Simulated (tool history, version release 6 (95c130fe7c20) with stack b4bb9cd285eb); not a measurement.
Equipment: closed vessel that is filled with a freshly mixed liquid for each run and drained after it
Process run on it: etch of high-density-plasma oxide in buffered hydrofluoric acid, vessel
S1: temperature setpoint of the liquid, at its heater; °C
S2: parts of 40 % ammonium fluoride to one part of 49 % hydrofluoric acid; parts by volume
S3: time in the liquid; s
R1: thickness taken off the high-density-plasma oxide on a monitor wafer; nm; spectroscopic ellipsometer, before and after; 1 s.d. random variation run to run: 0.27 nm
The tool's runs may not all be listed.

run 1 hour=0 | S1=23 S2=12 S3=85 | R1=88.554
run 2 hour=4 | S1=23 S2=12 S3=90 | R1=93.992
run 3 hour=12.6 | S1=21 S2=12.5 S3=90 | R1=80.232
run 4 hour=16.6 | S1=19.5 S2=13 S3=90 | R1=70.86
run 5 hour=24 | S1=21.5 S2=13 S3=90 | R1=79.758
run 6 hour=32.3 | S1=21.5 S2=11 S3=90 | R1=94.294
run 7 hour=40.7 | S1=20 S2=12 S3=90 | R1=79.262
run 8 hour=48.9 | S1=19 S2=12.5 S3=90 | R1=72.436
run 9 hour=55.9 | S1=18.5 S2=13 S3=90 | R1=67.265

What does the tool deliver on the next run?
run 10 hour=63.5 | S1=18 S2=13 S3=90 | R1=?

Run 10 gave R1 65.707 nm.
